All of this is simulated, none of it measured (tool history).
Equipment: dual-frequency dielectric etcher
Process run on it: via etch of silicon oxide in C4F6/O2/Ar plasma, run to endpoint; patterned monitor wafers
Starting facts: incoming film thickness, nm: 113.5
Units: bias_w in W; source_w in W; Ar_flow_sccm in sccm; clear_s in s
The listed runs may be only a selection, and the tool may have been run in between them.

run  hour  bias_w  source_w  Ar_flow_sccm  clear_s
  1   0.0     469       440           370   24.676
  2   4.9     403       440           370   26.055
  3  12.7     442       450           367   24.834
  4  20.5     406       450           367   25.499
  5  26.0     406       500           367   24.118
  6  29.6     359       500           367   25.144
  7  32.1     388       510           365   24.408
  8  37.5     411       520           364   23.652
  9  45.7     426       520           363   23.264
 10  50.0     436       520           362   23.342

The next listed run, before its measurement:
 11  55.0     448       520           361        ?

Run 11 produced clear_s 22.920 s.
